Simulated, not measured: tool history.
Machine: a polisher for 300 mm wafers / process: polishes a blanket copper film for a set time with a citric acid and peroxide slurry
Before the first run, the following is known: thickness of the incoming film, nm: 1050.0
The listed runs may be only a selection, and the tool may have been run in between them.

run  hour  flow of slurry (ml/min)  pressure of the wafer on the pad (psi)  speed of the pad under the wafer (cm/s)  abrasive content of the slurry  polishing time (s)  film removed (Å)
  1   0.0                      210                                     3.1                                      124                            1.00                  25            569.80
  2   5.4                      210                                     3.8                                      124                            1.00                  25            657.94
  3  13.4                      210                                     3.8                                      100                            1.00                  25            540.17
  4  16.9                      210                                     3.8                                      100                            1.15                  25            563.56
  5  18.9                      210                                     3.8                                      120                            1.15                  25            661.20
  6  20.9                      210                                     3.8                                      120                            1.15                  22            593.40

Forecast run 7:
  7  25.3                      205                                     2.9                                      116                            1.15                  22                 ?

{"run 7": {"film removed (Å)": 476.64}}
